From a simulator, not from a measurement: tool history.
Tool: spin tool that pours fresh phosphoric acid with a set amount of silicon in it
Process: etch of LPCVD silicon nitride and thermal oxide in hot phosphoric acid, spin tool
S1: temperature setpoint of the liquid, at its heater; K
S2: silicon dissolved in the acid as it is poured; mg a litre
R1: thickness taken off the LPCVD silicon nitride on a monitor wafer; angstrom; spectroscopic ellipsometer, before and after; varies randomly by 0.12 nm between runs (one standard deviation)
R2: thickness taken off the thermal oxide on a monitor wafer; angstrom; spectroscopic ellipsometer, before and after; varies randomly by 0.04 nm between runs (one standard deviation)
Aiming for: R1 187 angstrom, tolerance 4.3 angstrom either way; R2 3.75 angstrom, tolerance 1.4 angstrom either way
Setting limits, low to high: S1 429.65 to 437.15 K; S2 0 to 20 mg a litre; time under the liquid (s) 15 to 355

run 1 hour=0 | S1=432.15 S2=9 time_under_the_liquid_(s)=180 | R1=118.32 R2=3.0947
run 2 hour=3.7 | S1=432.65 S2=11.5 time_under_the_liquid_(s)=195 | R1=129.75 R2=2.8724
run 3 hour=12.4 | S1=432.65 S2=8.5 time_under_the_liquid_(s)=195 | R1=129.3 R2=3.2986
run 4 hour=20.4 | S1=432.65 S2=8.5 time_under_the_liquid_(s)=240 | R1=160.04 R2=3.8079
run 5 hour=22.3 | S1=432.65 S2=5 time_under_the_liquid_(s)=240 | R1=159.26 R2=5.0727
run 6 hour=30.8 | S1=432.65 S2=5 time_under_the_liquid_(s)=295 | R1=199.25 R2=6.1879
run 7 hour=32 | S1=432.15 S2=6.5 time_under_the_liquid_(s)=295 | R1=194.07 R2=5.591
run 8 hour=37.9 | S1=432.15 S2=8 time_under_the_liquid_(s)=295 | R1=193 R2=3.6456

Which one of the following 4 next-run settings gets every result inside its allowed miss? There is exactly one.
run A hour=43.8 | S1=431.15 S2=8.5 time_under_the_liquid_(s)=310 | R1=? R2=?
run B hour=43.8 | S1=432.15 S2=9 time_under_the_liquid_(s)=300 | R1=? R2=?
run C hour=43.8 | S1=430.15 S2=9.5 time_under_the_liquid_(s)=305 | R1=? R2=?
run D hour=43.8 | S1=431.15 S2=9 time_under_the_liquid_(s)=280 | R1=? R2=?

move=A R1=195.16 R2=4.4647
move=B R1=195.43 R2=4.6093
move=C R1=185.23 R2=3.9916
move=D R1=176.27 R2=3.9893
A: its largest miss is bigger than the last run's
B: its largest miss is bigger than the last run's
C: meets every target
D: takes the biggest miss from the last run beyond its target
The right move is C.
